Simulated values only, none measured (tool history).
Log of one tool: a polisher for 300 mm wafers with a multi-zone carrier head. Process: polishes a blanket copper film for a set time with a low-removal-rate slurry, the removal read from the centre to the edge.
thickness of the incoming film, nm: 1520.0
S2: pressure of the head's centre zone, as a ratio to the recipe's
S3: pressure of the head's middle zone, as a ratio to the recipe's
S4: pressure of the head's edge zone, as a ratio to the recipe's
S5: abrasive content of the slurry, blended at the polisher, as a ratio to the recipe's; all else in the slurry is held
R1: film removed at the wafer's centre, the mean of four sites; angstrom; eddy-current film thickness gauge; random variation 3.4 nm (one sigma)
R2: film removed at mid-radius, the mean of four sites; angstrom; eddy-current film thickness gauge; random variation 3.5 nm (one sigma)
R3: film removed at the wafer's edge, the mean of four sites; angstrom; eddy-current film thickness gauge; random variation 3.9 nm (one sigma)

Run 1, hour 0: flow of slurry (ml/min) 170, S2 1, S3 1, S4 1, S5 1, polishing time (s) 89. Result: R1 2491.3 angstrom, R2 2642.8 angstrom, R3 2712 angstrom.
Run 2, hour 6.5: flow of slurry (ml/min) 170, S2 1, S3 1, S4 1.04, S5 1, polishing time (s) 89. Result: R1 2500 angstrom, R2 2647.9 angstrom, R3 2784.1 angstrom.
Run 3, hour 9.1: flow of slurry (ml/min) 170, S2 1.06, S3 1, S4 1.04, S5 1, polishing time (s) 89. Result: R1 2656 angstrom, R2 2639.2 angstrom, R3 2734.8 angstrom.
Run 4, hour 11.8: flow of slurry (ml/min) 180, S2 1.05, S3 1.02, S4 1.08, S5 1.15, polishing time (s) 95. Result: R1 2941.6 angstrom, R2 2999.5 angstrom, R3 3152.8 angstrom.
Run 5, hour 13.2: flow of slurry (ml/min) 195, S2 1.05, S3 1.04, S4 1.11, S5 1.25, polishing time (s) 98. Result: R1 3229.6 angstrom, R2 3284.8 angstrom, R3 3414.2 angstrom.
Run 6, hour 19.9: flow of slurry (ml/min) 195, S2 1.05, S3 1.04, S4 1.11, S5 1.4, polishing time (s) 98. Result: R1 3282.5 angstrom, R2 3363.2 angstrom, R3 3542.4 angstrom.
Run 7, hour 27.5: flow of slurry (ml/min) 205, S2 1.04, S3 1.06, S4 1.13, S5 1.45, polishing time (s) 101. Result: R1 3404 angstrom, R2 3606.2 angstrom, R3 3713.9 angstrom.

Run 8 comes next. What will it give?
Run 8, hour 34.1: flow of slurry (ml/min) 210, S2 1.03, S3 1.06, S4 1.15, S5 1.45, polishing time (s) 104. Result: R1 ?, R2 ?, R3 ?.

{"run 8": {"R1": 3532.2, "R2": 3797.4, "R3": 3884}}
